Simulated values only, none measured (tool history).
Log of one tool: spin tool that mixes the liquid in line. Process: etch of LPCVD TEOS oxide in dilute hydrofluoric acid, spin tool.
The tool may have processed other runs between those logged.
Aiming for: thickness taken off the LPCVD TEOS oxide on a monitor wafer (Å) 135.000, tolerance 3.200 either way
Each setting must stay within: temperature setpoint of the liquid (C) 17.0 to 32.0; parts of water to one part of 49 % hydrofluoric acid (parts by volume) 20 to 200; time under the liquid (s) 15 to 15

run	hour	temperature setpoint of the liquid (C)	parts of water to one part of 49 % hydrofluoric acid (parts by volume)	time under the liquid (s)	thickness taken off the LPCVD TEOS oxide on a monitor wafer (Å)
1	0.0	24.0	110	15	80.456
2	1.2	24.0	110	15	80.237
3	2.5	27.0	110	15	90.113
4	10.2	27.0	130	15	74.389
5	18.4	27.0	130	15	74.480
6	20.6	28.5	120	15	85.807
7	21.5	29.5	110	15	99.440
8	23.9	30.0	105	15	106.340
9	27.3	30.5	100	15	114.540
10	33.3	31.0	95	15	124.340
11	35.6	31.5	95	15	126.210

Consider the 4 candidate settings below. Which is the only one whose results all fall within their allowed miss of target?
A	37.9	32.0	100	15	?
B	37.9	32.0	95	15	?
C	37.9	24.5	70	15	?
D	37.9	24.5	75	15	?

move	thickness taken off the LPCVD TEOS oxide on a monitor wafer (Å)
A	121.750
B	129.120
C	135.780
D	125.910
A: moves away from the targets compared with the last run
B: gains on the last run, yet a result remains outside its allowed miss
C: all results land within tolerance of their targets
D: no nearer and no further than the last run
Move C is the one to make.
